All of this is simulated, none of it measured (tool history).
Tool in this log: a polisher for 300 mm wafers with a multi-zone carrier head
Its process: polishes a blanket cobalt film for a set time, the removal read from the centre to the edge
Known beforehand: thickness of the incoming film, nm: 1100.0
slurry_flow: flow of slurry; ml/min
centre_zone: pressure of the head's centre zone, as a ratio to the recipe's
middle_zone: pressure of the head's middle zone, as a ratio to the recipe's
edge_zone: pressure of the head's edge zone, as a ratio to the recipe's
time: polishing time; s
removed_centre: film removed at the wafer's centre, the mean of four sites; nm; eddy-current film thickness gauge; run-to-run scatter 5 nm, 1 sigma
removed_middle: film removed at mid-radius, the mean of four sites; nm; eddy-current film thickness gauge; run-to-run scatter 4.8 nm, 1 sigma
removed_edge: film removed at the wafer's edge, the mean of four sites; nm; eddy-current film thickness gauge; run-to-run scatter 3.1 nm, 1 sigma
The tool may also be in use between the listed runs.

{"run": 1, "day": 0.0, "slurry_flow": 185, "centre_zone": 1, "middle_zone": 1, "edge_zone": 1, "time": 61, "removed_centre": 412.9, "removed_middle": 371.84, "removed_edge": 370.46}
{"run": 2, "day": 0.279, "slurry_flow": 185, "centre_zone": 1, "middle_zone": 1, "edge_zone": 1.07, "time": 61, "removed_centre": 404.77, "removed_middle": 374.1, "removed_edge": 378.9}
{"run": 3, "day": 0.321, "slurry_flow": 185, "centre_zone": 1, "middle_zone": 1, "edge_zone": 1, "time": 61, "removed_centre": 414.38, "removed_middle": 377.75, "removed_edge": 365.25}
{"run": 4, "day": 0.442, "slurry_flow": 185, "centre_zone": 1, "middle_zone": 1, "edge_zone": 1.06, "time": 61, "removed_centre": 409.02, "removed_middle": 386.14, "removed_edge": 371.53}
{"run": 5, "day": 0.479, "slurry_flow": 155, "centre_zone": 1, "middle_zone": 1, "edge_zone": 1.06, "time": 61, "removed_centre": 401.67, "removed_middle": 370.55, "removed_edge": 371.64}
{"day": 0.846, "done": "centre zone pressure recalibrated"}
{"run": 6, "day": 0.846, "slurry_flow": 110, "centre_zone": 1, "middle_zone": 1, "edge_zone": 1.06, "time": 61, "removed_centre": 342.96, "removed_middle": 343.51, "removed_edge": 350.27}
{"run": 7, "day": 0.938, "slurry_flow": 115, "centre_zone": 1.02, "middle_zone": 1, "edge_zone": 1.04, "time": 60, "removed_centre": 345.24, "removed_middle": 337.13, "removed_edge": 348.32}
{"run": 8, "day": 1.275, "slurry_flow": 130, "centre_zone": 1.03, "middle_zone": 1, "edge_zone": 1.01, "time": 59, "removed_centre": 344.1, "removed_middle": 342.54, "removed_edge": 338.1}

What will run 9 give?
{"run": 9, "day": 1.512, "slurry_flow": 145, "centre_zone": 1.04, "middle_zone": 0.98, "edge_zone": 0.98, "time": 58, "removed_centre": "?", "removed_middle": "?", "removed_edge": "?"}

removed_centre: 368.7 nm
removed_middle: 332.59 nm
removed_edge: 336.47 nm

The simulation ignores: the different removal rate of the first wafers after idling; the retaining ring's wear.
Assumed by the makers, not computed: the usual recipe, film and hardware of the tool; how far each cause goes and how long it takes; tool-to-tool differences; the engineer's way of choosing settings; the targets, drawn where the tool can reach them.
